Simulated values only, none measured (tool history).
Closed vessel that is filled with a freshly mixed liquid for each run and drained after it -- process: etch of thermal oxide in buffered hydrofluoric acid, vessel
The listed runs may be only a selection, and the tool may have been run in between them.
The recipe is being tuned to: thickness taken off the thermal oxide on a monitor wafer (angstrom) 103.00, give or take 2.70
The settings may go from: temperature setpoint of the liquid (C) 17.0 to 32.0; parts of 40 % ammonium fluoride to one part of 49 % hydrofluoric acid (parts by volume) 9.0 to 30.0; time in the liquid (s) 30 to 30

| run | hour | temperature setpoint of the liquid (C) | parts of 40 % ammonium fluoride to one part of 49 % hydrofluoric acid (parts by volume) | time in the liquid (s) | thickness taken off the thermal oxide on a monitor wafer (angstrom) |
|---|---|---|---|---|---|
| 1 | 0.0 | 24.0 | 24.0 | 30 | 145.86 |
| 2 | 4.9 | 24.0 | 27.5 | 30 | 133.62 |
| 3 | 12.6 | 21.0 | 27.5 | 30 | 112.70 |
| 4 | 16.2 | 21.0 | 30.0 | 30 | 105.78 |
| 5 | 19.3 | 21.0 | 25.0 | 30 | 119.92 |
| 6 | 26.4 | 21.0 | 25.0 | 30 | 120.22 |
| 7 | 28.3 | 20.5 | 25.0 | 30 | 116.99 |
| 8 | 34.4 | 20.0 | 25.0 | 30 | 112.97 |
| 9 | 38.8 | 19.5 | 25.0 | 30 | 110.42 |
| 10 | 40.4 | 19.0 | 25.0 | 30 | 107.35 |

4 candidate next runs follow, results not yet known. Just one meets every target within its allowed miss. Identify it.
| A | 42.0 | 19.0 | 24.0 | 30 | ? |
| B | 42.0 | 20.0 | 28.5 | 30 | ? |
| C | 42.0 | 21.0 | 27.5 | 30 | ? |
| D | 42.0 | 17.0 | 19.5 | 30 | ? |

| move | thickness taken off the thermal oxide on a monitor wafer (angstrom) |
|---|---|
| A | 110.67 |
| B | 103.98 |
| C | 112.73 |
| D | 114.86 |
A: lands further from the targets than the last run did
B: all results land within tolerance of their targets
C: lands further from the targets than the last run did
D: lands further from the targets than the last run did
B meets every target.
